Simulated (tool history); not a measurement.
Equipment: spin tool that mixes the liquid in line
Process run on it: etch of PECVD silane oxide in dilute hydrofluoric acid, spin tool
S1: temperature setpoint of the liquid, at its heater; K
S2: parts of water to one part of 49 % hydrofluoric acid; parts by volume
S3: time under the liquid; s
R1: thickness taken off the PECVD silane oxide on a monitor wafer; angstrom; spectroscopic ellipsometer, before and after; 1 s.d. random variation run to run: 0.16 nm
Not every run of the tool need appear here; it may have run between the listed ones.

run  hour      S1   S2  S3      R1
  1   0.0  297.15  170  65  135.30
  2   0.6  297.15  115  65  208.79
  3   8.4  297.15   75  65  331.74
  4  15.9  295.65   85  65  268.54
  5  24.8  295.65   50  65  495.15
  6  32.6  292.15   50  65  418.27

Run 7, settings as shown, results not yet in. Your forecast:
  7  35.7  290.15  120  65   ?

For run 7 the tool returned R1 149.79 angstrom.
